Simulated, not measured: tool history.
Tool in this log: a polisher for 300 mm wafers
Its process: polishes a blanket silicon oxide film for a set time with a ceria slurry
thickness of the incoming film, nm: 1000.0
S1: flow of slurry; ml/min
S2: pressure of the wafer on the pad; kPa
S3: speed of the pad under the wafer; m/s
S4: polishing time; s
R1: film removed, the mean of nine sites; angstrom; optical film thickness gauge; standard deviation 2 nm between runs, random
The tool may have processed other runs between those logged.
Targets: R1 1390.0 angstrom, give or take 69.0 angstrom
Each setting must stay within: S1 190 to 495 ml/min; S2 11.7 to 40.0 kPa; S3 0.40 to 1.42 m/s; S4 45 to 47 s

run	day	S1	S2	S3	S4	R1
1	0.000	320	25.5	0.90	45	2084.5
2	0.321	320	23.4	0.90	45	1886.1
3	0.575	320	23.4	0.90	47	1992.7
4	0.788	385	23.4	0.90	47	1991.8
5	0.883	385	23.4	1.08	47	2449.0
6	1.204	385	23.4	1.08	47	2433.2
7	1.321	385	21.4	1.06	47	2149.0
8	1.642	385	19.3	1.06	47	1972.5
9	1.904	385	17.9	1.06	47	1818.3
10	2.238	385	16.5	1.06	47	1661.8
11	2.425	385	15.9	1.06	47	1602.8
12	2.488	385	11.7	1.04	47	1200.7
13	2.671	385	12.4	1.04	47	1283.5
14	2.796	385	12.4	1.04	47	1255.5
15	3.033	385	12.4	1.04	47	1246.4
16	3.296	385	15.2	1.04	47	1506.7

Which one of the following 5 next-run settings gets every result inside its allowed miss? There is exactly one.
A	3.558	395	16.5	1.08	47	?
B	3.558	435	14.5	0.92	45	?
C	3.558	485	15.2	1.12	47	?
D	3.558	400	13.1	1.02	45	?
E	3.558	405	14.5	1.04	45	?

move	R1
A	1693.4
B	1228.5
C	1633.6
D	1229.5
E	1378.4
A: its largest miss is bigger than the last run's
B: moves the result that the last run missed by most past its target, out the other side
C: its largest miss is bigger than the last run's
D: moves the result that the last run missed by most past its target, out the other side
E: in spec on every target
Move E is the one to make.
